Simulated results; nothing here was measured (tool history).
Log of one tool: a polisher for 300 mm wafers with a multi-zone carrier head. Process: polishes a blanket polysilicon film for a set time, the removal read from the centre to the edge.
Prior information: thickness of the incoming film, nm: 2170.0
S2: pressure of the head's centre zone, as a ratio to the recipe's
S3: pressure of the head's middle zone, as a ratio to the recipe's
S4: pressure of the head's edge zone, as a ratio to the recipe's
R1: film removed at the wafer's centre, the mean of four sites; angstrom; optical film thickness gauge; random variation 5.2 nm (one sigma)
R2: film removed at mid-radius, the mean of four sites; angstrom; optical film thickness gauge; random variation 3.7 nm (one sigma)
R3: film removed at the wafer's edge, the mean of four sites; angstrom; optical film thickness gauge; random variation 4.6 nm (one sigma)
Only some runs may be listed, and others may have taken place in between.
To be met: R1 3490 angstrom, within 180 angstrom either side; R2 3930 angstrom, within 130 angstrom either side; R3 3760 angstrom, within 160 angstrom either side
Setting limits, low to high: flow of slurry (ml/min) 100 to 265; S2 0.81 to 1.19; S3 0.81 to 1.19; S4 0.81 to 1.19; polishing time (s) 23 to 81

run 1 day=0 | flow_of_slurry_(ml/min)=170 S2=1 S3=1 S4=1 polishing_time_(s)=52 | R1=4031.6 R2=4037.6 R3=4260.9
run 2 day=0.2 | flow_of_slurry_(ml/min)=140 S2=1 S3=1 S4=1 polishing_time_(s)=52 | R1=3927.5 R2=3923.5 R3=4115.1
run 3 day=0.367 | flow_of_slurry_(ml/min)=135 S2=0.98 S3=1.01 S4=0.98 polishing_time_(s)=52 | R1=3792 R2=3980.4 R3=4165.6
run 4 day=0.725 | flow_of_slurry_(ml/min)=135 S2=0.98 S3=1.03 S4=0.96 polishing_time_(s)=51 | R1=3876.1 R2=3889.8 R3=4007.7
-- day=0.879 slurry nozzle cleaned
run 5 day=0.879 | flow_of_slurry_(ml/min)=130 S2=0.96 S3=1.06 S4=0.96 polishing_time_(s)=50 | R1=3850 R2=4133.8 R3=4071
run 6 day=1.067 | flow_of_slurry_(ml/min)=130 S2=0.96 S3=1.06 S4=0.91 polishing_time_(s)=50 | R1=3820.8 R2=4117 R3=3949.8
run 7 day=1.3 | flow_of_slurry_(ml/min)=130 S2=0.95 S3=1.05 S4=0.9 polishing_time_(s)=50 | R1=3892.3 R2=4126.2 R3=3877.5
run 8 day=1.588 | flow_of_slurry_(ml/min)=130 S2=0.95 S3=1.05 S4=0.9 polishing_time_(s)=50 | R1=3824.3 R2=4180.5 R3=3930
run 9 day=1.758 | flow_of_slurry_(ml/min)=125 S2=0.94 S3=1.04 S4=0.9 polishing_time_(s)=50 | R1=3659.7 R2=3957.7 R3=3985.1

Which one of the following 5 next-run settings gets every result inside its allowed miss? There is exactly one.
run A day=1.929 | flow_of_slurry_(ml/min)=180 S2=0.88 S3=1 S4=0.82 polishing_time_(s)=48 | R1=? R2=? R3=?
run B day=1.929 | flow_of_slurry_(ml/min)=105 S2=0.83 S3=0.96 S4=0.97 polishing_time_(s)=52 | R1=? R2=? R3=?
run C day=1.929 | flow_of_slurry_(ml/min)=145 S2=0.92 S3=0.99 S4=0.95 polishing_time_(s)=52 | R1=? R2=? R3=?
run D day=1.929 | flow_of_slurry_(ml/min)=100 S2=0.86 S3=0.84 S4=0.96 polishing_time_(s)=57 | R1=? R2=? R3=?
run E day=1.929 | flow_of_slurry_(ml/min)=150 S2=0.98 S3=0.99 S4=0.85 polishing_time_(s)=49 | R1=? R2=? R3=?

move=A R1=3546.5 R2=3953.2 R3=3686.4
move=B R1=3350.2 R2=3880.1 R3=4107
move=C R1=3901.1 R2=4139.2 R3=4189.8
move=D R1=3774.6 R2=3839.3 R3=4465.2
move=E R1=3936.6 R2=3916.4 R3=3763.3
A: every result lands within tolerance
B: moves away from the targets compared with the last run
C: moves away from the targets compared with the last run
D: moves away from the targets compared with the last run
E: the worst result of the last run now meets its target, but another is out of spec
Go with A: it meets all targets.
